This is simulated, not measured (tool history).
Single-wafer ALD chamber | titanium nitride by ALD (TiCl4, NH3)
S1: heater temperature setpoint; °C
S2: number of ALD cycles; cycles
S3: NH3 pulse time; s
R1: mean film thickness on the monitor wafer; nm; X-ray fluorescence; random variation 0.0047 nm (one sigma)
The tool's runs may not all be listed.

run 1 day=0 | S1=380 S2=49 S3=1.43 | R1=1.0385
run 2 day=0.171 | S1=376 S2=49 S3=1.27 | R1=1.0191
run 3 day=0.471 | S1=376 S2=50 S3=1.27 | R1=1.0468
run 4 day=0.583 | S1=376 S2=49 S3=1.27 | R1=1.0195
run 5 day=0.754 | S1=376 S2=49 S3=1.27 | R1=1.0274
run 6 day=0.817 | S1=376 S2=49 S3=1.03 | R1=0.98545

Run 7 comes next. What will it give?
run 7 day=1.108 | S1=376 S2=49 S3=0.95 | R1=?

R1: 0.97418 nm

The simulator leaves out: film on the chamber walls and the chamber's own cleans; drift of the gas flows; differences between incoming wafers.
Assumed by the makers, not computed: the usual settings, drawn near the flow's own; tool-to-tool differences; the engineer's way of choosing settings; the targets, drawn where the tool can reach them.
